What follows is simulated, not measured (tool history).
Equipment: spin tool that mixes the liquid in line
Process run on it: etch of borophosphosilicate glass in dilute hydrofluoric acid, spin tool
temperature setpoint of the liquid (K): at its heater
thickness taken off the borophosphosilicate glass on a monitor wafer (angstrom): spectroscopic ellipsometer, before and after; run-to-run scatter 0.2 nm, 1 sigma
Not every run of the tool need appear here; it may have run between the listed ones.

run,hour,temperature setpoint of the liquid (K),parts of water to one part of 49 % hydrofluoric acid (parts by volume),time under the liquid (s),thickness taken off the borophosphosilicate glass on a monitor wafer (angstrom)
1,0,295.15,90,50,271.02
2,9,296.65,85,50,307.31
3,10.8,295.15,85,50,287.41
4,12.9,296.65,80,50,325.8
5,19.5,296.65,110,50,230.26
6,24.9,296.65,80,50,326.52
7,31.4,298.15,75,50,374.22
8,37.9,299.15,75,50,390.62
9,40.2,300.15,75,50,404.94
10,41.9,300.65,75,50,409.54
11,49.8,301.15,75,50,423.88

For run 12, what comes out?
12,50.9,301.65,75,50,?

thickness taken off the borophosphosilicate glass on a monitor wafer (angstrom): 427.58
